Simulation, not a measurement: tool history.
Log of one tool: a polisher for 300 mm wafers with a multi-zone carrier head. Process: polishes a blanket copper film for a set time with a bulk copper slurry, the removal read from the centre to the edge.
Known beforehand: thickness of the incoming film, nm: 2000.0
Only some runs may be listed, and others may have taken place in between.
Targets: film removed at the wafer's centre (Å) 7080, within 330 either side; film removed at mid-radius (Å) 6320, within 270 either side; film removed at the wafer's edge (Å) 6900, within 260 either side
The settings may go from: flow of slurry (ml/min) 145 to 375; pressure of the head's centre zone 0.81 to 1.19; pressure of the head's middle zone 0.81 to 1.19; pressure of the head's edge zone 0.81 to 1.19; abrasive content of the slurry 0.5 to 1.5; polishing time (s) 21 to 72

run,hour,flow of slurry (ml/min),pressure of the head's centre zone,pressure of the head's middle zone,pressure of the head's edge zone,abrasive content of the slurry,polishing time (s),film removed at the wafer's centre (Å),film removed at mid-radius (Å),film removed at the wafer's edge (Å)
1,0,240,1,1,1,1,46,4448.4,4503.8,4384.4
2,8.2,245,1.02,0.99,1.03,1.1,49,4977.5,4812.5,4916.6
3,11.5,245,1.02,0.99,1,1.1,49,4980.4,4843.5,4822.8
4,13.4,245,1.02,0.92,1,1.1,49,4934.9,4649.5,4846.8
5,16.3,245,1.02,0.84,1,1.1,49,4914.2,4220.7,4807.4
6,24.4,245,1.02,0.84,1,1.1,44,4307.6,3734.6,4398.8
7,32.6,255,1.03,0.87,1.03,1.2,47,5004.2,4308.8,4804.7
8,41.6,240,1.01,0.87,1.05,1.3,51,5166.6,4549.4,5319
9,49.8,245,1.02,0.89,1.07,1.35,53,5418.2,5034.2,5832
10,56,265,1.06,0.91,1.09,1.4,53,5909.9,5222.5,5818.8
11,63.3,270,1.07,0.92,1.1,1.45,55,6094.8,5618,6060.1
12,69.1,270,1.08,0.92,1.11,1.45,56,6434.8,5629.1,6355.8
13,78,275,1.09,0.93,1.12,1.45,57,6594.9,5677.1,6414.2
14,85,280,1.09,0.94,1.13,1.45,58,6520.2,5982.4,6505.6

Consider the 4 candidate settings below. Which is the only one whose results all fall within their allowed miss of target?
A,92,295,1.14,0.92,1.09,1.4,58,?,?,?
B,92,365,1.05,0.93,1.09,1.45,61,?,?,?
C,92,315,0.97,1.05,1.19,1.45,54,?,?,?
D,92,260,1.19,0.91,1.02,1.5,64,?,?,?

move,film removed at the wafer's centre (Å),film removed at mid-radius (Å),film removed at the wafer's edge (Å)
A,7080.5,5820.9,6324.5
B,7061.7,6353.9,6806.3
C,5692.6,6149.5,6228.9
D,8151.5,6368.5,6781.9
A: the worst result of the last run now meets its target, but another is out of spec
B: all results in spec
C: further off than the last run
D: takes the biggest miss from the last run beyond its target
Move B is the one to make.
